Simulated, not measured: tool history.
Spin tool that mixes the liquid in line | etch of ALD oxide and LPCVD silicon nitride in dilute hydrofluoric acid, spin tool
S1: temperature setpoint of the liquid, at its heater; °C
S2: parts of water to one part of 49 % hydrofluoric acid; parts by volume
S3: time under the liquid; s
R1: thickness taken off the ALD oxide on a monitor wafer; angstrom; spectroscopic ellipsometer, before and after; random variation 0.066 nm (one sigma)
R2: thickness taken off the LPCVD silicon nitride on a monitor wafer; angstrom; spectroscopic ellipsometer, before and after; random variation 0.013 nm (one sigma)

| run | day | S1 | S2 | S3 | R1 | R2 |
|---|---|---|---|---|---|---|
| 1 | 0.000 | 24.0 | 105 | 180 | 289.71 | 5.9177 |
| 2 | 0.196 | 22.5 | 125 | 180 | 227.44 | 5.3344 |
| 3 | 0.388 | 22.5 | 125 | 215 | 273.05 | 6.2361 |
| 4 | 0.538 | 22.5 | 125 | 255 | 322.28 | 6.2309 |
| 5 | 0.592 | 22.5 | 125 | 205 | 256.19 | 5.6421 |
| 6 | 0.788 | 22.5 | 105 | 205 | 313.74 | 6.3651 |

Run 7 comes next. What will it give?
| 7 | 1.046 | 18.5 | 145 | 190 | ? | ? |

R1: 172.61 angstrom
R2: 3.5361 angstrom

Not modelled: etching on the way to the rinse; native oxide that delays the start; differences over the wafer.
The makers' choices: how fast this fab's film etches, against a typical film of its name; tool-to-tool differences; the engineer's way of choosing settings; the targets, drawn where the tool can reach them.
